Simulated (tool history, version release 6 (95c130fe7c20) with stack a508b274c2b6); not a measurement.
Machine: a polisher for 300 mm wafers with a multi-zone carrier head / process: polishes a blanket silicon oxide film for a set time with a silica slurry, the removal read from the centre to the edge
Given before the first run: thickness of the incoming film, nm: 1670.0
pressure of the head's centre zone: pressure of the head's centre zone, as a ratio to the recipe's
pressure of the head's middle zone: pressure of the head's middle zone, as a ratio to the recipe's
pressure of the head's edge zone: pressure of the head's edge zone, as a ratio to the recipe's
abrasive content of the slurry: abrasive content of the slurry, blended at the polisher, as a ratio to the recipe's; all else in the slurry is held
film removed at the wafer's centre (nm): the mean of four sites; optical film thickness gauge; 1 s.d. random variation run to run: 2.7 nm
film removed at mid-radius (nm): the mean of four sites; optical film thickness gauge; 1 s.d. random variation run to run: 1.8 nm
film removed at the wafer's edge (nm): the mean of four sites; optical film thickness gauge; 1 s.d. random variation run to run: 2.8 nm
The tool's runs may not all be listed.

| run | day | flow of slurry (ml/min) | pressure of the head's centre zone | pressure of the head's middle zone | pressure of the head's edge zone | abrasive content of the slurry | polishing time (s) | film removed at the wafer's centre (nm) | film removed at mid-radius (nm) | film removed at the wafer's edge (nm) |
|---|---|---|---|---|---|---|---|---|---|---|
| 1 | 0.000 | 140 | 1.00 | 1.00 | 1.00 | 1.00 | 60 | 185.54 | 178.76 | 172.43 |
| 2 | 0.188 | 140 | 1.00 | 1.00 | 1.00 | 1.00 | 48 | 149.24 | 141.71 | 135.78 |
| 3 | 0.429 | 140 | 1.00 | 1.00 | 1.00 | 0.85 | 48 | 140.10 | 132.80 | 129.04 |
| 4 | 0.708 | 145 | 1.01 | 0.99 | 1.05 | 1.05 | 53 | 171.41 | 161.35 | 164.56 |
| 5 | 1.004 | 160 | 1.05 | 1.01 | 1.09 | 1.15 | 53 | 185.98 | 173.30 | 173.77 |
| 6 | 1.121 | 165 | 1.07 | 1.01 | 1.11 | 1.25 | 55 | 205.46 | 184.96 | 190.46 |
| 7 | 1.429 | 170 | 1.08 | 1.02 | 1.13 | 1.30 | 57 | 214.49 | 196.88 | 199.57 |
| 8 | 1.704 | 175 | 1.09 | 1.01 | 1.14 | 1.35 | 59 | 231.31 | 208.29 | 212.35 |
|  | 1.946 | worn pad replaced by a new one |
| 9 | 1.946 | 175 | 1.09 | 1.00 | 1.15 | 1.40 | 60 | 256.87 | 227.30 | 229.89 |
| 10 | 2.017 | 195 | 1.03 | 0.94 | 1.19 | 1.45 | 60 | 252.67 | 222.36 | 248.70 |

Run 11 is up next; what results do you expect?
| 11 | 2.300 | 200 | 1.04 | 0.95 | 1.19 | 1.45 | 60 | ? | ? | ? |

film removed at the wafer's centre (nm): 256.14
film removed at mid-radius (nm): 224.75
film removed at the wafer's edge (nm): 240.42

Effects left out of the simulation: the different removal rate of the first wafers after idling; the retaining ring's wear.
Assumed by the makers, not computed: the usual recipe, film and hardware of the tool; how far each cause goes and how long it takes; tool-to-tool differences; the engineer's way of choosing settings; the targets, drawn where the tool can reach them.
